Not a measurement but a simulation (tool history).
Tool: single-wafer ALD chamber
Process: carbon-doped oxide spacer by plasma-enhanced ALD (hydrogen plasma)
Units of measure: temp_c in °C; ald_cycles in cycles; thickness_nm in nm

Run 1, hour 0: temp_c 410 °C, ald_cycles 344 cycles. Result: thickness_nm 17.752 nm.
Run 2, hour 3: temp_c 421 °C, ald_cycles 344 cycles. Result: thickness_nm 17.027 nm.
Run 3, hour 10.5: temp_c 423 °C, ald_cycles 330 cycles. Result: thickness_nm 16.216 nm.
Run 4, hour 11.9: temp_c 423 °C, ald_cycles 310 cycles. Result: thickness_nm 15.285 nm.
Run 5, hour 14.5: temp_c 425 °C, ald_cycles 304 cycles. Result: thickness_nm 14.851 nm.
Run 6, hour 21.1: temp_c 426 °C, ald_cycles 299 cycles. Result: thickness_nm 14.529 nm.

For run 7, what comes out?
Run 7, hour 30: temp_c 427 °C, ald_cycles 296 cycles. Result: thickness_nm ?.

Run 7 measured thickness_nm 14.38 nm.
